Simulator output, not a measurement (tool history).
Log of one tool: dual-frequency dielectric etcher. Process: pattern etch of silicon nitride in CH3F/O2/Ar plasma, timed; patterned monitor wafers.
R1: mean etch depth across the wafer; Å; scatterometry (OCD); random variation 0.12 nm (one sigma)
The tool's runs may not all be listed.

{"run": 1, "hour": 0.0, "source power (W)": 390, "bias power (W)": 52, "etch time (s)": 75, "R1": 479.06}
{"run": 2, "hour": 2.7, "source power (W)": 340, "bias power (W)": 52, "etch time (s)": 75, "R1": 456.99}
{"run": 3, "hour": 7.1, "source power (W)": 340, "bias power (W)": 46, "etch time (s)": 75, "R1": 436.51}
{"run": 4, "hour": 9.9, "source power (W)": 390, "bias power (W)": 49, "etch time (s)": 75, "R1": 469.13}
{"run": 5, "hour": 17.3, "source power (W)": 390, "bias power (W)": 58, "etch time (s)": 75, "R1": 498.12}
{"run": 6, "hour": 18.8, "source power (W)": 390, "bias power (W)": 61, "etch time (s)": 75, "R1": 506.77}
{"run": 7, "hour": 20.2, "source power (W)": 420, "bias power (W)": 61, "etch time (s)": 75, "R1": 519.58}
{"run": 8, "hour": 25.9, "source power (W)": 450, "bias power (W)": 61, "etch time (s)": 75, "R1": 534.76}
{"run": 9, "hour": 30.7, "source power (W)": 470, "bias power (W)": 61, "etch time (s)": 75, "R1": 541.26}
{"run": 10, "hour": 38.9, "source power (W)": 490, "bias power (W)": 61, "etch time (s)": 75, "R1": 547.24}
{"run": 11, "hour": 43.4, "source power (W)": 500, "bias power (W)": 62, "etch time (s)": 75, "R1": 556.75}
{"run": 12, "hour": 49.1, "source power (W)": 510, "bias power (W)": 62, "etch time (s)": 75, "R1": 559.18}

Forecast run 13:
{"run": 13, "hour": 56.0, "source power (W)": 520, "bias power (W)": 62, "etch time (s)": 75, "R1": "?"}

{"run 13": {"R1": 565.68}}

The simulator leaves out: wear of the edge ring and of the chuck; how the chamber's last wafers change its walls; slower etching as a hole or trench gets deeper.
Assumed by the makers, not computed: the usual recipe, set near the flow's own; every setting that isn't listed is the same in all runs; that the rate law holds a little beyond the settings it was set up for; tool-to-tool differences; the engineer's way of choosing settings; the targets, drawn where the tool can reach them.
